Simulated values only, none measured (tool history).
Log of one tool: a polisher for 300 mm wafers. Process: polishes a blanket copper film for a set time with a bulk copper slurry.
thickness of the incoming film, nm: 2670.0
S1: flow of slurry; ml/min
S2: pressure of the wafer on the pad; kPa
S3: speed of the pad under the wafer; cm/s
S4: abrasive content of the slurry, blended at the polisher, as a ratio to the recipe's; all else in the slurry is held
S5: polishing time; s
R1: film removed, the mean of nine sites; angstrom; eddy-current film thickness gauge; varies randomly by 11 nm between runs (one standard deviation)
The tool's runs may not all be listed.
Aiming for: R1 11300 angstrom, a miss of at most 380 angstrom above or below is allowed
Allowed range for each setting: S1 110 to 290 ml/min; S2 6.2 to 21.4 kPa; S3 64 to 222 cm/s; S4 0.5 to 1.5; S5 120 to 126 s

run,day,S1,S2,S3,S4,S5,R1
1,0,185,13.8,142,1,120,9210.2
2,0.125,190,14.5,142,1,120,9773
3,0.221,190,11.7,142,1,120,8004.5
4,0.346,195,13.1,142,1,120,8773.1
5,0.654,195,13.1,142,0.9,120,8779.6
6,0.738,195,13.1,120,0.9,120,7595.5
# day 1.046: slurry nozzle cleaned
7,1.046,200,14.5,120,0.9,120,8388.7
8,1.088,205,15.9,120,0.9,120,9542.5
9,1.342,215,16.5,120,0.9,120,9652.9
10,1.467,215,17.2,120,0.9,120,10331

Of the 5 settings listed for the next run, only one would bring every result within its allowed miss of target. Which one?
A,1.592,195,17.9,106,0.7,126,?
B,1.592,160,18.6,116,0.95,120,?
C,1.592,265,21.4,100,0.75,126,?
D,1.592,215,20.7,100,0.85,120,?
E,1.592,235,20.7,120,0.6,126,?

move,R1
A,9529.5
B,10533
C,11302
D,10464
E,12044
A: lands further from the targets than the last run did
B: closer than the last run, but not yet in spec
C: every result lands within tolerance
D: closer than the last run, but not yet in spec
E: the result that was furthest off in the last run now lies on the other side of its target
Go with C: it meets all targets.

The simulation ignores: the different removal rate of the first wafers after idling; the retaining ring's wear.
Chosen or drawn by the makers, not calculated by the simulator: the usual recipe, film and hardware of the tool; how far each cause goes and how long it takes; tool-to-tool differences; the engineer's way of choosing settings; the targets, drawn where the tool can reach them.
